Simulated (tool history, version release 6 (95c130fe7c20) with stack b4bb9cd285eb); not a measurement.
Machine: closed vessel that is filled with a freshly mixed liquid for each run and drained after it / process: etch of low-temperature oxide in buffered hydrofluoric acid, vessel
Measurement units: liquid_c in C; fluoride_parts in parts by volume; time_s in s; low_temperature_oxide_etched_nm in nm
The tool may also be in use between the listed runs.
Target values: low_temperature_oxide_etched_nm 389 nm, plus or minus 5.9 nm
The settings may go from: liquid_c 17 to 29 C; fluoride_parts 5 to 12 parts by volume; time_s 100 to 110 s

| run | hour | liquid_c | fluoride_parts | time_s | low_temperature_oxide_etched_nm |
|---|---|---|---|---|---|
| 1 | 0 | 21 | 7 | 100 | 202.83 |
| 2 | 4.7 | 22 | 7 | 100 | 212.78 |
| 3 | 6.1 | 19 | 7 | 100 | 180.36 |
| 4 | 8.2 | 20.5 | 7 | 100 | 196.02 |
| 5 | 8.9 | 20.5 | 7 | 110 | 216.5 |
| 6 | 10.5 | 20.5 | 5.5 | 110 | 271.93 |
| 7 | 16.9 | 21.5 | 5.5 | 110 | 287.71 |
| 8 | 19.1 | 25.5 | 5.5 | 110 | 359.64 |
| 9 | 22.6 | 26.5 | 5.5 | 110 | 379.72 |

Consider the 4 candidate settings below. Which is the only one whose results all fall within their allowed miss of target?
| A | 26.1 | 29 | 6 | 110 | ? |
| B | 26.1 | 25.5 | 5 | 110 | ? |
| C | 26.1 | 26 | 5 | 110 | ? |
| D | 26.1 | 27.5 | 5.5 | 110 | ? |

| move | low_temperature_oxide_etched_nm |
|---|---|
| A | 400.58 |
| B | 388.7 |
| C | 399.29 |
| D | 398.9 |
A: carries the result that was furthest off beyond its target, to the other side
B: every result lands within tolerance
C: carries the result that was furthest off beyond its target, to the other side
D: carries the result that was furthest off beyond its target, to the other side
Move B is the one to make.

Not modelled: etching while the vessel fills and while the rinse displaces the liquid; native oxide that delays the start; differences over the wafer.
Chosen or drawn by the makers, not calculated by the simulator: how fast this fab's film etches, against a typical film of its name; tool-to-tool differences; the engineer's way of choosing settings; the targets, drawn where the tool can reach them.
